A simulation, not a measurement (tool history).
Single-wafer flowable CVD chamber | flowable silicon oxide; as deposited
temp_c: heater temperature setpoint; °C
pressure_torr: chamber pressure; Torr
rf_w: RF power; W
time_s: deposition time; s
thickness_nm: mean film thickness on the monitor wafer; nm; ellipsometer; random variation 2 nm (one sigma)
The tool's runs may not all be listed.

{"run": 1, "day": 0.0, "temp_c": 110, "pressure_torr": 0.67, "rf_w": 2660, "time_s": 651, "thickness_nm": 233.95}
{"run": 2, "day": 0.333, "temp_c": 110, "pressure_torr": 0.67, "rf_w": 2280, "time_s": 651, "thickness_nm": 226.44}
{"run": 3, "day": 0.633, "temp_c": 108, "pressure_torr": 0.673, "rf_w": 2280, "time_s": 651, "thickness_nm": 246.68}
{"run": 4, "day": 0.712, "temp_c": 114, "pressure_torr": 0.673, "rf_w": 2280, "time_s": 651, "thickness_nm": 197.21}
{"run": 5, "day": 1.029, "temp_c": 107, "pressure_torr": 0.673, "rf_w": 2280, "time_s": 651, "thickness_nm": 254.96}
{"run": 6, "day": 1.083, "temp_c": 107, "pressure_torr": 0.767, "rf_w": 2280, "time_s": 651, "thickness_nm": 288.75}
{"run": 7, "day": 1.329, "temp_c": 105, "pressure_torr": 0.768, "rf_w": 2280, "time_s": 651, "thickness_nm": 312.99}
{"run": 8, "day": 1.592, "temp_c": 104, "pressure_torr": 0.768, "rf_w": 2280, "time_s": 651, "thickness_nm": 324.29}
{"run": 9, "day": 1.746, "temp_c": 103, "pressure_torr": 0.768, "rf_w": 2280, "time_s": 651, "thickness_nm": 337.72}
{"run": 10, "day": 1.988, "temp_c": 102, "pressure_torr": 0.768, "rf_w": 2280, "time_s": 651, "thickness_nm": 351.99}

Forecast run 11:
{"run": 11, "day": 2.204, "temp_c": 101, "pressure_torr": 0.768, "rf_w": 2280, "time_s": 651, "thickness_nm": "?"}

{"run 11": {"thickness_nm": 363.53}}
